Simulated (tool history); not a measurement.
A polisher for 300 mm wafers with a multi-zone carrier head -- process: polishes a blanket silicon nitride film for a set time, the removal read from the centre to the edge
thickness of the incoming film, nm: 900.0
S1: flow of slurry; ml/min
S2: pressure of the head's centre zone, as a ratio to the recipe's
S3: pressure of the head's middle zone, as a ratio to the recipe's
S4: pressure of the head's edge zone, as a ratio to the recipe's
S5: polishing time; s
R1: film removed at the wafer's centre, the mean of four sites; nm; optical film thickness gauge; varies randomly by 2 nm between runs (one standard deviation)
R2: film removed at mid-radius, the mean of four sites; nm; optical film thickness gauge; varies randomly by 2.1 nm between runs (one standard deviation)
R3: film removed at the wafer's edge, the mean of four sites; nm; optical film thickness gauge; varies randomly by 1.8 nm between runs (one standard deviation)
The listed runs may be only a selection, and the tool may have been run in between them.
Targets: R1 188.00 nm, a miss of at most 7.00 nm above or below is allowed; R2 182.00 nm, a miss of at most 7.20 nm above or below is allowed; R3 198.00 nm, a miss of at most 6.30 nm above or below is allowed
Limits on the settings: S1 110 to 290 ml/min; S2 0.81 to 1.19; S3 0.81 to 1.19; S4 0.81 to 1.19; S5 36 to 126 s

{"run": 1, "hour": 0.0, "S1": 185, "S2": 1.0, "S3": 1.0, "S4": 1.0, "S5": 81, "R1": 173.35, "R2": 170.55, "R3": 171.06}
{"run": 2, "hour": 3.9, "S1": 185, "S2": 1.0, "S3": 0.95, "S4": 1.0, "S5": 81, "R1": 170.78, "R2": 165.94, "R3": 169.63}
{"run": 3, "hour": 10.9, "S1": 185, "S2": 1.0, "S3": 0.95, "S4": 1.0, "S5": 97, "R1": 204.56, "R2": 196.65, "R3": 206.66}
{"run": 4, "hour": 13.6, "S1": 185, "S2": 1.0, "S3": 0.99, "S4": 1.0, "S5": 97, "R1": 205.8, "R2": 202.37, "R3": 202.79}
{"run": 5, "hour": 18.5, "S1": 185, "S2": 1.03, "S3": 0.99, "S4": 1.0, "S5": 97, "R1": 210.74, "R2": 197.1, "R3": 205.22}
{"run": 6, "hour": 21.5, "S1": 185, "S2": 1.03, "S3": 0.99, "S4": 0.96, "S5": 97, "R1": 209.77, "R2": 203.27, "R3": 202.54}
{"run": 7, "hour": 25.1, "S1": 180, "S2": 1.02, "S3": 0.98, "S4": 0.97, "S5": 97, "R1": 208.69, "R2": 197.98, "R3": 199.36}
{"run": 8, "hour": 26.6, "S1": 175, "S2": 1.01, "S3": 0.97, "S4": 0.98, "S5": 97, "R1": 206.8, "R2": 193.99, "R3": 199.57}
{"run": 9, "hour": 30.6, "S1": 175, "S2": 1.0, "S3": 0.96, "S4": 0.99, "S5": 97, "R1": 205.47, "R2": 193.67, "R3": 204.98}
{"run": 10, "hour": 39.2, "S1": 170, "S2": 0.99, "S3": 0.96, "S4": 0.99, "S5": 97, "R1": 202.5, "R2": 191.86, "R3": 201.55}
{"run": 11, "hour": 45.1, "S1": 165, "S2": 0.98, "S3": 0.96, "S4": 0.99, "S5": 97, "R1": 198.61, "R2": 192.51, "R3": 202.06}
{"run": 12, "hour": 52.2, "S1": 160, "S2": 0.98, "S3": 0.96, "S4": 0.99, "S5": 97, "R1": 200.07, "R2": 194.54, "R3": 199.67}
{"run": 13, "hour": 60.5, "S1": 160, "S2": 0.97, "S3": 0.95, "S4": 0.99, "S5": 97, "R1": 194.29, "R2": 189.78, "R3": 198.61}

4 next moves are on the table. One of them brings every result within its allowed miss. Which?
{"run": "A", "hour": 68.8, "S1": 120, "S2": 0.94, "S3": 0.89, "S4": 1.09, "S5": 104, "R1": "?", "R2": "?", "R3": "?"}
{"run": "B", "hour": 68.8, "S1": 110, "S2": 1.08, "S3": 0.86, "S4": 1.05, "S5": 99, "R1": "?", "R2": "?", "R3": "?"}
{"run": "C", "hour": 68.8, "S1": 180, "S2": 0.94, "S3": 0.91, "S4": 1.0, "S5": 94, "R1": "?", "R2": "?", "R3": "?"}
{"run": "D", "hour": 68.8, "S1": 120, "S2": 1.14, "S3": 0.91, "S4": 1.1, "S5": 95, "R1": "?", "R2": "?", "R3": "?"}

move=A R1=188.70 R2=180.48 R3=214.01
move=B R1=200.36 R2=162.70 R3=196.44
move=C R1=189.34 R2=182.04 R3=197.85
move=D R1=209.37 R2=167.65 R3=196.34
A: meets the target for the result that was furthest off, but another lies outside its allowed miss
B: the result that was furthest off in the last run now lies on the other side of its target
C: hits every target within its allowed miss
D: the result that was furthest off in the last run now lies on the other side of its target
Move C is the one to make.
